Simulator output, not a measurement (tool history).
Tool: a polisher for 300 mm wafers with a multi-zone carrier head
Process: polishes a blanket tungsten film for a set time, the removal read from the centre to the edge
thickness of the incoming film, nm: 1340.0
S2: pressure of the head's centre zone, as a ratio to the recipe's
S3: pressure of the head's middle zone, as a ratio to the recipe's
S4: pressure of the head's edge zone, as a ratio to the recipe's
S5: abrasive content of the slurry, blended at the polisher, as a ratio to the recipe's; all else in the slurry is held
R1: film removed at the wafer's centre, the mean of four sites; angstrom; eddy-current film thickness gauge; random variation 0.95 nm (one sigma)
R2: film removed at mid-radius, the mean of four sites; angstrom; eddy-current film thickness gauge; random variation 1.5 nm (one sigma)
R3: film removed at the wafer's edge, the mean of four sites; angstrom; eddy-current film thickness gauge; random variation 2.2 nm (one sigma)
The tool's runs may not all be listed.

run 1 day=0.000 | flow_of_slurry_(ml/min)=145 S2=1.00 S3=1.00 S4=1.00 S5=1.00 polishing_time_(s)=37 | R1=2789.6 R2=2571.1 R3=2748.8
run 2 day=0.233 | flow_of_slurry_(ml/min)=145 S2=1.00 S3=1.00 S4=1.00 S5=1.00 polishing_time_(s)=29 | R1=2198.6 R2=2033.6 R3=2178.7
run 3 day=0.412 | flow_of_slurry_(ml/min)=145 S2=1.00 S3=1.00 S4=0.93 S5=1.00 polishing_time_(s)=29 | R1=2193.0 R2=2028.9 R3=2045.5
run 4 day=0.483 | flow_of_slurry_(ml/min)=175 S2=1.00 S3=1.00 S4=0.93 S5=1.00 polishing_time_(s)=29 | R1=2267.3 R2=2139.1 R3=2101.2
run 5 day=0.550 | flow_of_slurry_(ml/min)=175 S2=1.00 S3=1.00 S4=0.93 S5=0.85 polishing_time_(s)=29 | R1=2135.8 R2=2004.7 R3=1953.4
run 6 day=0.642 | flow_of_slurry_(ml/min)=175 S2=1.00 S3=1.00 S4=0.93 S5=0.85 polishing_time_(s)=35 | R1=2583.7 R2=2446.8 R3=2392.2

Forecast run 7:
run 7 day=0.846 | flow_of_slurry_(ml/min)=160 S2=0.95 S3=1.00 S4=0.92 S5=0.75 polishing_time_(s)=34 | R1=? R2=? R3=?

Run 7 gave R1 2224.2 angstrom, R2 2241.2 angstrom, R3 2142.8 angstrom.
